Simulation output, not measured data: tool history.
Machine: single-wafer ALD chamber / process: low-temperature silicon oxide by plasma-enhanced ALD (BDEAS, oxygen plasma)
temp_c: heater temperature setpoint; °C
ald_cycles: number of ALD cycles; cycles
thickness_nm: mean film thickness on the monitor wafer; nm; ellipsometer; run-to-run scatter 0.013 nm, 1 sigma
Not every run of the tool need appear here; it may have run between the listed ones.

| run | hour | temp_c | ald_cycles | thickness_nm |
|---|---|---|---|---|
| 1 | 0 | 110 | 42 | 5.9963 |
| 2 | 1.5 | 110 | 48 | 6.8914 |
| 3 | 6.2 | 111 | 45 | 6.4219 |
| 4 | 10.6 | 111 | 40 | 5.6955 |
| 5 | 18.3 | 121 | 40 | 5.6181 |
| 6 | 23.1 | 121 | 37 | 5.1798 |
| 7 | 25.2 | 121 | 36 | 5.0411 |

Predict the results of run 8:
| 8 | 26 | 121 | 35 | ? |

{"run 8": {"thickness_nm": 4.907}}
